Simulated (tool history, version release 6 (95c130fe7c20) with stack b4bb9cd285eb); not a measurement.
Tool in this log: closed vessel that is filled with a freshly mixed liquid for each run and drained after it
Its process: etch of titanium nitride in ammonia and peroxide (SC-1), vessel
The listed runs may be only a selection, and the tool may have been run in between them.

| run | hour | temperature setpoint of the liquid (K) | parts of water to one part of 30 % peroxide (parts by volume) | parts of 29 % ammonia solution to one part of 30 % peroxide (parts by volume) | time in the liquid (s) | thickness taken off the titanium nitride on a monitor wafer (angstrom) |
|---|---|---|---|---|---|---|
| 1 | 0.0 | 321.15 | 10 | 0.75 | 355 | 216.06 |
| 2 | 7.2 | 325.65 | 10 | 0.75 | 355 | 294.33 |
| 3 | 13.9 | 329.65 | 10 | 0.75 | 355 | 382.28 |
| 4 | 22.7 | 330.15 | 10 | 0.75 | 355 | 397.00 |
| 5 | 30.8 | 330.65 | 10 | 0.75 | 355 | 416.74 |
| 6 | 32.3 | 335.15 | 10 | 0.75 | 355 | 554.26 |
| 7 | 35.0 | 334.65 | 10 | 0.75 | 355 | 540.70 |
| 8 | 38.7 | 334.15 | 10 | 0.75 | 355 | 517.03 |

What does the tool deliver on the next run?
| 9 | 40.2 | 333.65 | 10 | 0.75 | 355 | ? |

thickness taken off the titanium nitride on a monitor wafer (angstrom): 503.99
